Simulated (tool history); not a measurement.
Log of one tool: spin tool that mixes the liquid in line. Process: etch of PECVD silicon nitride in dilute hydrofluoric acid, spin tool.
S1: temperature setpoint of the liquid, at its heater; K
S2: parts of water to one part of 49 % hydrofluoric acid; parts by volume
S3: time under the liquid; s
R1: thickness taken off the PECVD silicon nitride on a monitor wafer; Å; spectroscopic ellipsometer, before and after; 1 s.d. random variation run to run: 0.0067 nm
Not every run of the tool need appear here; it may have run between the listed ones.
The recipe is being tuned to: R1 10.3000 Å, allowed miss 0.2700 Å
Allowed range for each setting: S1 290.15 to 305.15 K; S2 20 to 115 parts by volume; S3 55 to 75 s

run  hour      S1  S2  S3       R1
  1   0.0  297.15  65  75  19.1840
  2   7.9  296.15  65  75  17.8200
  3   8.8  295.15  65  75  16.9070
  4  16.9  291.65  65  75  13.1550
  5  22.0  290.65  70  75  11.3970
  6  28.5  290.65  90  75   8.8876
  7  32.9  290.65  90  75   9.0194
  8  39.1  290.65  90  75   8.8718
  9  43.9  291.15  90  75   9.2390
 10  47.4  292.15  90  75   9.9968

Which single option among these 4 for the next run brings every result within its allowed miss of target? Just one does.
  A  50.9  291.15  80  75   ?
  B  50.9  293.65  85  70   ?
  C  50.9  292.15  95  75   ?
  D  50.9  291.65  80  75   ?

move       R1
   A  10.4320
   B  10.9050
   C   9.4591
   D  10.8010
A: hits every target within its allowed miss
B: takes the result that was furthest off past its target
C: the biggest miss grows against the last run
D: takes the result that was furthest off past its target
Go with A: it meets all targets.
